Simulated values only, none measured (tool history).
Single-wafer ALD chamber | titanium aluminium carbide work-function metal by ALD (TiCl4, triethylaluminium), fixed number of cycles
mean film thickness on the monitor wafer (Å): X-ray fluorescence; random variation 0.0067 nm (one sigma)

| run | day | heater temperature setpoint (°C) | triethylaluminium pulse time (s) | mean film thickness on the monitor wafer (Å) |
|---|---|---|---|---|
| 1 | 0.000 | 295 | 13.03 | 22.125 |
| 2 | 0.262 | 295 | 15.88 | 22.247 |
| 3 | 0.329 | 295 | 13.11 | 22.099 |
| 4 | 0.408 | 301 | 13.11 | 22.512 |
| 5 | 0.488 | 301 | 16.67 | 22.845 |
| 6 | 0.833 | 301 | 20.06 | 22.688 |
| 7 | 0.946 | 295 | 20.05 | 22.326 |
| 8 | 1.192 | 290 | 18.82 | 21.768 |
| 9 | 1.517 | 287 | 18.73 | 21.691 |

The next listed run, before its measurement:
| 10 | 1.642 | 284 | 17.36 | ? |

Run 10 gave mean film thickness on the monitor wafer (Å) 21.335.
